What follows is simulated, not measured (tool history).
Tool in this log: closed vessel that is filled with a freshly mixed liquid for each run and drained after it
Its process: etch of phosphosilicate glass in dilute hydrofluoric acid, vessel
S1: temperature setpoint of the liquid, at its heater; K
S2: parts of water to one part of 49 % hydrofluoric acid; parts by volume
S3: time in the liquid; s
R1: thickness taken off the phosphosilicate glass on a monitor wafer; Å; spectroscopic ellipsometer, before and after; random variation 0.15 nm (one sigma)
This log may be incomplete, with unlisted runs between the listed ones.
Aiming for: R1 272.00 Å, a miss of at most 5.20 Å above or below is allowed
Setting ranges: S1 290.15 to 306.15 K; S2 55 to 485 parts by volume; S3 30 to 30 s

Run 1, hour 0.0: S1 298.15 K, S2 270 parts by volume, S3 30 s. Result: R1 117.32 Å.
Run 2, hour 9.0: S1 296.65 K, S2 270 parts by volume, S3 30 s. Result: R1 110.47 Å.
Run 3, hour 13.5: S1 296.65 K, S2 180 parts by volume, S3 30 s. Result: R1 182.37 Å.
Run 4, hour 20.7: S1 296.65 K, S2 90 parts by volume, S3 30 s. Result: R1 403.70 Å.
Run 5, hour 28.8: S1 296.65 K, S2 55 parts by volume, S3 30 s. Result: R1 701.28 Å.
Run 6, hour 30.2: S1 296.65 K, S2 140 parts by volume, S3 30 s. Result: R1 246.08 Å.
Run 7, hour 32.4: S1 297.15 K, S2 140 parts by volume, S3 30 s. Result: R1 252.87 Å.
Run 8, hour 40.9: S1 296.15 K, S2 140 parts by volume, S3 30 s. Result: R1 244.50 Å.
Run 9, hour 49.7: S1 296.65 K, S2 140 parts by volume, S3 30 s. Result: R1 246.29 Å.
Run 10, hour 52.3: S1 297.15 K, S2 140 parts by volume, S3 30 s. Result: R1 254.60 Å.
Run 11, hour 55.8: S1 298.15 K, S2 140 parts by volume, S3 30 s. Result: R1 263.32 Å.

Below are 4 possible settings for the next run. Only one of them brings all results inside the allowed miss of their targets. Which is it?
Run A, hour 59.3: S1 296.15 K, S2 120 parts by volume, S3 30 s. Result: R1 ?.
Run B, hour 59.3: S1 297.15 K, S2 125 parts by volume, S3 30 s. Result: R1 ?.
Run C, hour 59.3: S1 301.15 K, S2 150 parts by volume, S3 30 s. Result: R1 ?.
Run D, hour 59.3: S1 299.15 K, S2 145 parts by volume, S3 30 s. Result: R1 ?.

move      R1
   A  289.61
   B  287.44
   C  270.28
   D  261.18
A: moves the result that the last run missed by most past its target, out the other side
B: moves the result that the last run missed by most past its target, out the other side
C: every result lands within tolerance
D: lands further from the targets than the last run did
So the answer is move C, the one that meets all the targets.
